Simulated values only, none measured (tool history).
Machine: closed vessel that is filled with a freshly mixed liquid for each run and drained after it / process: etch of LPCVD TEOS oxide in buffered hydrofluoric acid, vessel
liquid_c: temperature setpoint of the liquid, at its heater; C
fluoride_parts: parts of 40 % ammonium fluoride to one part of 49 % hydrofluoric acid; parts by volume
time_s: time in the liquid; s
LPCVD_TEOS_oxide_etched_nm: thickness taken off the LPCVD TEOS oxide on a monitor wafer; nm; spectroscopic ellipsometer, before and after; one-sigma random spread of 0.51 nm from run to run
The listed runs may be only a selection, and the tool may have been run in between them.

{"run": 1, "hour": 0.0, "liquid_c": 21, "fluoride_parts": 20.5, "time_s": 100, "LPCVD_TEOS_oxide_etched_nm": 71.033}
{"run": 2, "hour": 6.2, "liquid_c": 23.5, "fluoride_parts": 19, "time_s": 100, "LPCVD_TEOS_oxide_etched_nm": 86.882}
{"run": 3, "hour": 7.5, "liquid_c": 25, "fluoride_parts": 18, "time_s": 100, "LPCVD_TEOS_oxide_etched_nm": 99.218}
{"run": 4, "hour": 10.3, "liquid_c": 26, "fluoride_parts": 17.5, "time_s": 100, "LPCVD_TEOS_oxide_etched_nm": 107.87}
{"run": 5, "hour": 16.1, "liquid_c": 23, "fluoride_parts": 17.5, "time_s": 100, "LPCVD_TEOS_oxide_etched_nm": 91.636}
{"run": 6, "hour": 21.6, "liquid_c": 23, "fluoride_parts": 17.5, "time_s": 100, "LPCVD_TEOS_oxide_etched_nm": 92.071}

Run 7 has not been measured yet. What should we expect?
{"run": 7, "hour": 24.1, "liquid_c": 27, "fluoride_parts": 16.5, "time_s": 100, "LPCVD_TEOS_oxide_etched_nm": "?"}

LPCVD_TEOS_oxide_etched_nm: 120.82 nm
